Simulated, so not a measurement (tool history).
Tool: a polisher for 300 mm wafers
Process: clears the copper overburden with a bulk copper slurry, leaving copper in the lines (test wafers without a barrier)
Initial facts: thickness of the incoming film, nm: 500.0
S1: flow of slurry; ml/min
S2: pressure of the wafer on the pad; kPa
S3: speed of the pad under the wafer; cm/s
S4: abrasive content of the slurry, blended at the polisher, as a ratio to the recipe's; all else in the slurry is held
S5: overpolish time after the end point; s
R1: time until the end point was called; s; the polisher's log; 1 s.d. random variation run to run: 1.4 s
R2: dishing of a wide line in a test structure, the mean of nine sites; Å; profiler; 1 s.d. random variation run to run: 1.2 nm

run  hour   S1    S2   S3    S4  S5      R1      R2
  1     0  205  15.2  102     1  17  67.661  862.33
  2   3.3  205  15.2  102     1  15  66.558  801.61
  3  10.8  205  15.2  102     1  12   66.93  663.74
  4  15.9  205  15.2  102  1.15  12  65.405  653.14
  5  19.6  205  15.2  102  1.15   7  65.573   429.2
  6  26.7  190  12.4   96   1.1  10   84.98  471.06
  7    28  190  12.4   96   1.1  10  83.608  467.11

Predict the results of run 8:
  8  35.4  185  10.3  92  1.05  12   ?   ?

{"run 8": {"R1": 106.8, "R2": 444.37}}

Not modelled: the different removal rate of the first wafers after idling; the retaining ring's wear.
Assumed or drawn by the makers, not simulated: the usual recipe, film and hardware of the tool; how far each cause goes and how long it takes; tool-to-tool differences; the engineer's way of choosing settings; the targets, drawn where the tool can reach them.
